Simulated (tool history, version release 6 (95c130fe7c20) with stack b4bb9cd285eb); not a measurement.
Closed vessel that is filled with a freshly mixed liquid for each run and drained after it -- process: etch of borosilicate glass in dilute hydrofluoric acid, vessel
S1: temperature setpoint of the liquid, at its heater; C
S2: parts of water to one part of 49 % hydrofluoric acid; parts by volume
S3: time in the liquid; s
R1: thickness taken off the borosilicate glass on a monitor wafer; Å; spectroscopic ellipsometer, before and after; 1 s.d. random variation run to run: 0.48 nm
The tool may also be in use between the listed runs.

{"run": 1, "day": 0.0, "S1": 23.0, "S2": 70, "S3": 115, "R1": 553.57}
{"run": 2, "day": 0.15, "S1": 23.0, "S2": 70, "S3": 120, "R1": 575.35}
{"run": 3, "day": 0.392, "S1": 23.0, "S2": 90, "S3": 120, "R1": 438.02}
{"run": 4, "day": 0.446, "S1": 23.0, "S2": 90, "S3": 120, "R1": 439.48}
{"run": 5, "day": 0.758, "S1": 24.0, "S2": 85, "S3": 120, "R1": 486.89}
{"run": 6, "day": 1.012, "S1": 25.0, "S2": 80, "S3": 120, "R1": 538.24}
{"run": 7, "day": 1.358, "S1": 25.0, "S2": 80, "S3": 120, "R1": 541.83}
{"run": 8, "day": 1.679, "S1": 26.0, "S2": 75, "S3": 120, "R1": 605.73}
{"run": 9, "day": 1.892, "S1": 26.5, "S2": 70, "S3": 120, "R1": 662.38}
{"run": 10, "day": 1.962, "S1": 27.0, "S2": 70, "S3": 120, "R1": 672.97}
{"run": 11, "day": 2.229, "S1": 27.0, "S2": 70, "S3": 120, "R1": 674.76}
{"run": 12, "day": 2.6, "S1": 27.5, "S2": 70, "S3": 120, "R1": 687.85}
{"run": 13, "day": 2.962, "S1": 28.0, "S2": 70, "S3": 120, "R1": 697.38}
{"run": 14, "day": 3.192, "S1": 28.5, "S2": 70, "S3": 120, "R1": 711.83}
{"run": 15, "day": 3.533, "S1": 29.0, "S2": 70, "S3": 120, "R1": 728.65}

Run 16, settings as shown, results not yet in. Your forecast:
{"run": 16, "day": 3.596, "S1": 29.5, "S2": 70, "S3": 120, "R1": "?"}

{"run 16": {"R1": 738.29}}
